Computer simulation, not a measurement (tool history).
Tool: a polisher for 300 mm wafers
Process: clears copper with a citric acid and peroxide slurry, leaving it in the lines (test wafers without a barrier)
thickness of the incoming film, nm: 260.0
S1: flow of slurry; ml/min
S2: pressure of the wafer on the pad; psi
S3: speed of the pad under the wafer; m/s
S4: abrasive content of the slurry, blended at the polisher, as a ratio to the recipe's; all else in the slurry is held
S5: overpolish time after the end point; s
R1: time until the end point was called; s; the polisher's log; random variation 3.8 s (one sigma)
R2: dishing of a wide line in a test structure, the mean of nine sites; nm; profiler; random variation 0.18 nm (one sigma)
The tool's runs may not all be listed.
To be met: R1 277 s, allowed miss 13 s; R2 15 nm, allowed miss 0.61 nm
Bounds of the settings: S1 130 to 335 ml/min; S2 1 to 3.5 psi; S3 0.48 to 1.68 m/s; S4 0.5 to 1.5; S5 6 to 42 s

run	day	S1	S2	S3	S4	S5	R1	R2
1	0	215	2.2	1.08	1	21	156.96	20.403
2	0.175	210	1.9	1.08	1	22	184.77	18.049
3	0.258	205	1.7	1.08	1	23	200.92	17.344
4	0.483	205	1.2	1.08	1	23	277.66	12.649
5	0.617	205	1.2	1.08	1	24	280.32	13.254
6	0.721	255	1.2	1.08	1	24	281.27	13.523
7	1.071	255	1.2	1.08	1	25	271.84	13.793
8	1.292	255	1.2	1.08	1	25	272.71	13.733

5 next moves are on the table. One of them brings every result within its allowed miss. Which?
A	1.512	235	1.3	0.96	1.25	21	?	?
B	1.512	265	1.3	0.98	0.9	26	?	?
C	1.512	275	1.3	0.98	1.05	27	?	?
D	1.512	240	1.3	1.04	1.2	20	?	?
E	1.512	185	1.2	1.16	0.85	22	?	?

move	R1	R2
A	273.73	12.188
B	286.37	14.234
C	275	15.288
D	255.61	12.409
E	279.77	12.435
A: further off than the last run
B: nearer than the last run, and not there yet
C: meets every target
D: further off than the last run
E: further off than the last run
Answer: C
